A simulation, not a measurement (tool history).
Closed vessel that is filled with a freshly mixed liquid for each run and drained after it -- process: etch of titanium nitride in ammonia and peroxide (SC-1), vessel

run,hour,temperature setpoint of the liquid (°C),parts of water to one part of 30 % peroxide (parts by volume),parts of 29 % ammonia solution to one part of 30 % peroxide (parts by volume),time in the liquid (s),thickness taken off the titanium nitride on a monitor wafer (nm)
1,0.0,58.0,13.0,0.60,40,3.2933
2,6.3,58.0,13.0,0.75,40,3.3767
3,14.4,57.0,13.0,0.75,40,3.1362
4,16.5,56.0,13.0,0.75,40,2.9731
5,24.5,55.5,13.0,0.75,40,2.9244
6,25.8,55.5,10.0,0.75,40,3.2319
7,28.7,54.5,10.0,0.75,40,3.0684
8,36.7,53.5,10.0,0.75,40,2.8489
9,39.0,53.0,10.0,0.75,40,2.7565

The next listed run, before its measurement:
10,47.7,52.5,10.0,0.75,40,?

thickness taken off the titanium nitride on a monitor wafer (nm): 2.6343
